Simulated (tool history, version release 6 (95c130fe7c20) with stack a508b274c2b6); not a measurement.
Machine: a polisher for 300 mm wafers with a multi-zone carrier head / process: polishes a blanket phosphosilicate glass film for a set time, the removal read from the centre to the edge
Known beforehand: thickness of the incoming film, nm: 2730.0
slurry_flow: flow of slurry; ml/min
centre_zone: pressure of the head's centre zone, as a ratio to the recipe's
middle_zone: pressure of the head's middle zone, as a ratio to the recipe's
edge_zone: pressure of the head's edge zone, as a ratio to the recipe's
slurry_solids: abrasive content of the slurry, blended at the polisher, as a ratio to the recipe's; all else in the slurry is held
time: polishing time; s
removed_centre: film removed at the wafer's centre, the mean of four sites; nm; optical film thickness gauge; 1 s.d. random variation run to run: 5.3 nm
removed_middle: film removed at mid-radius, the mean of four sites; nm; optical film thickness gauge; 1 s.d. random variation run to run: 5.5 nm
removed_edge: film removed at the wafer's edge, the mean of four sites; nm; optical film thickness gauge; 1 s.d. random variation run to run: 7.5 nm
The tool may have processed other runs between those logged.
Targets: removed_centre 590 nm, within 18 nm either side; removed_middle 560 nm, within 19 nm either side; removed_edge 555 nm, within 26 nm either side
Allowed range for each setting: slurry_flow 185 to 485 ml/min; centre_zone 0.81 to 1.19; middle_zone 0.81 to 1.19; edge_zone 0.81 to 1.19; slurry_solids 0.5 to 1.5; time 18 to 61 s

| run | day | slurry_flow | centre_zone | middle_zone | edge_zone | slurry_solids | time | removed_centre | removed_middle | removed_edge |
|---|---|---|---|---|---|---|---|---|---|---|
| 1 | 0 | 310 | 1 | 1 | 1 | 1 | 39 | 353.31 | 348.21 | 324.15 |
| 2 | 0.075 | 310 | 1.01 | 1 | 1.03 | 1.1 | 41 | 384.77 | 375.67 | 356.93 |
| 3 | 0.229 | 310 | 1.02 | 1.01 | 1.05 | 1.2 | 43 | 418.86 | 411.19 | 387 |
| 4 | 0.492 | 310 | 1.02 | 1.01 | 1.05 | 1.2 | 36 | 346.06 | 340.51 | 326.51 |
| 5 | 0.779 | 310 | 1.02 | 1.01 | 1.05 | 1.2 | 41 | 395.67 | 380.9 | 373.79 |
| 6 | 1.042 | 310 | 1.02 | 1.01 | 1.05 | 1.35 | 41 | 408.48 | 399.3 | 379.82 |
| 7 | 1.212 | 315 | 1.03 | 1.02 | 1.08 | 1.4 | 43 | 442.97 | 422.14 | 412.64 |
| 8 | 1.396 | 315 | 1.03 | 1.03 | 1.1 | 1.4 | 45 | 466.26 | 445.17 | 422.16 |
| 9 | 1.542 | 315 | 1.02 | 1.02 | 1.1 | 1.4 | 47 | 475.6 | 467.65 | 462.19 |
| 10 | 1.854 | 320 | 1.03 | 1.02 | 1.11 | 1.4 | 48 | 495.77 | 474.17 | 474.48 |
| 11 | 1.979 | 325 | 1.03 | 1.03 | 1.12 | 1.4 | 49 | 505.87 | 492.38 | 485.45 |
| 12 | 2.258 | 330 | 1.04 | 1.03 | 1.13 | 1.4 | 50 | 517.99 | 494.35 | 490.53 |
| 13 | 2.388 | 330 | 1.04 | 1.03 | 1.12 | 1.4 | 51 | 520.73 | 507.9 | 494.26 |
| 14 | 2.508 | 330 | 1.04 | 1.03 | 1.12 | 1.4 | 52 | 538.19 | 523.05 | 503.5 |
| 15 | 2.808 | 330 | 1.04 | 1.03 | 1.13 | 1.4 | 53 | 539 | 534.16 | 517.71 |

Which single option among these 5 for the next run brings every result within its allowed miss of target? Just one does.
| A | 3.108 | 340 | 1.05 | 1.01 | 1.16 | 1.5 | 55 | ? | ? | ? |
| B | 3.108 | 240 | 0.87 | 0.98 | 1.19 | 1.45 | 57 | ? | ? | ? |
| C | 3.108 | 300 | 1.17 | 1.13 | 1.09 | 1.45 | 49 | ? | ? | ? |
| D | 3.108 | 340 | 0.85 | 1.01 | 1.14 | 1.25 | 59 | ? | ? | ? |
| E | 3.108 | 245 | 0.96 | 1.09 | 1.16 | 1.35 | 52 | ? | ? | ? |

| move | removed_centre | removed_middle | removed_edge |
|---|---|---|---|
| A | 578.92 | 556.33 | 558.56 |
| B | 482.67 | 538.01 | 565.25 |
| C | 557.44 | 534 | 474.19 |
| D | 488.28 | 567.86 | 565.01 |
| E | 473.09 | 527.71 | 499.69 |
A: every result within its allowed miss
B: misses by more than the last run did
C: misses by more than the last run did
D: misses by more than the last run did
E: misses by more than the last run did
The right move is A.

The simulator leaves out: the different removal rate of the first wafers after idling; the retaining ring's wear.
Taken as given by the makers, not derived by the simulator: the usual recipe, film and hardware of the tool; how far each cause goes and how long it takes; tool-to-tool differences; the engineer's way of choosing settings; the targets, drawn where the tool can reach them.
